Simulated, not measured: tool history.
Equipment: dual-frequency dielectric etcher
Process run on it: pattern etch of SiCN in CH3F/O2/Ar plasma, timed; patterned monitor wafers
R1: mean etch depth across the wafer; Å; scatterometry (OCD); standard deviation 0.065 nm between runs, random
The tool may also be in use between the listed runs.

Run 1, hour 0.0: source power (kW) 0.350, bias power (kW) 0.102, etch time (s) 42.5. Result: R1 170.10 Å.
Run 2, hour 6.2: source power (kW) 0.350, bias power (kW) 0.118, etch time (s) 42.5. Result: R1 175.63 Å.
Run 3, hour 11.2: source power (kW) 0.350, bias power (kW) 0.118, etch time (s) 42.5. Result: R1 176.00 Å.
Run 4, hour 18.8: source power (kW) 0.370, bias power (kW) 0.119, etch time (s) 42.5. Result: R1 180.99 Å.
Run 5, hour 26.5: source power (kW) 0.380, bias power (kW) 0.120, etch time (s) 42.5. Result: R1 183.28 Å.
Run 6, hour 28.5: source power (kW) 0.380, bias power (kW) 0.120, etch time (s) 42.5. Result: R1 182.70 Å.
Run 7, hour 32.0: source power (kW) 0.390, bias power (kW) 0.121, etch time (s) 42.5. Result: R1 184.37 Å.
Run 8, hour 39.4: source power (kW) 0.400, bias power (kW) 0.122, etch time (s) 42.5. Result: R1 187.70 Å.

Expected results for the next run?
Run 9, hour 40.7: source power (kW) 0.410, bias power (kW) 0.122, etch time (s) 42.5. Result: R1 ?.

Run 9 came out at R1 189.34 Å.
